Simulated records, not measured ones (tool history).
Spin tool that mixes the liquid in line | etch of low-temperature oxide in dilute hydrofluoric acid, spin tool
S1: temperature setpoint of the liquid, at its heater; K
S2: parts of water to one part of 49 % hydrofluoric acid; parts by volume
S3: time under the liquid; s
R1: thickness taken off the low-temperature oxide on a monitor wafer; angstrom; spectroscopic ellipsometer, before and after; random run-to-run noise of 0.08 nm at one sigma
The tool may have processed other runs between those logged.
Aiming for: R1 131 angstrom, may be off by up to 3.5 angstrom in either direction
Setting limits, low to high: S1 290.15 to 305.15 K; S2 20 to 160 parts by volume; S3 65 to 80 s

{"run": 1, "day": 0.0, "S1": 297.15, "S2": 90, "S3": 80, "R1": 206.28}
{"run": 2, "day": 0.033, "S1": 295.65, "S2": 95, "S3": 80, "R1": 185.28}
{"run": 3, "day": 0.212, "S1": 294.65, "S2": 100, "S3": 80, "R1": 167.14}
{"run": 4, "day": 0.575, "S1": 293.65, "S2": 100, "S3": 80, "R1": 163.06}
{"run": 5, "day": 0.662, "S1": 295.15, "S2": 100, "S3": 80, "R1": 171.94}
{"run": 6, "day": 0.921, "S1": 294.15, "S2": 100, "S3": 80, "R1": 165.12}
{"run": 7, "day": 1.162, "S1": 293.15, "S2": 100, "S3": 80, "R1": 158.43}
{"run": 8, "day": 1.325, "S1": 292.65, "S2": 100, "S3": 80, "R1": 155.28}
{"run": 9, "day": 1.6, "S1": 292.15, "S2": 100, "S3": 80, "R1": 152.17}
{"run": 10, "day": 1.625, "S1": 292.15, "S2": 100, "S3": 80, "R1": 151.63}
{"run": 11, "day": 1.854, "S1": 291.65, "S2": 100, "S3": 80, "R1": 148.38}
{"run": 12, "day": 2.121, "S1": 291.15, "S2": 100, "S3": 80, "R1": 145.2}

Pick the move, out of 4, that brings all results within their allowed miss; only one does.
{"run": "A", "day": 2.388, "S1": 290.65, "S2": 90, "S3": 65, "R1": "?"}
{"run": "B", "day": 2.388, "S1": 294.15, "S2": 80, "S3": 65, "R1": "?"}
{"run": "C", "day": 2.388, "S1": 290.65, "S2": 95, "S3": 65, "R1": "?"}
{"run": "D", "day": 2.388, "S1": 291.65, "S2": 85, "S3": 75, "R1": "?"}

move=A R1=129.92
move=B R1=171.07
move=C R1=122.43
move=D R1=166.46
A: all results in spec
B: lands further from the targets than the last run did
C: carries the result that was furthest off beyond its target, to the other side
D: lands further from the targets than the last run did
A is the move that brings every result within its allowed miss.
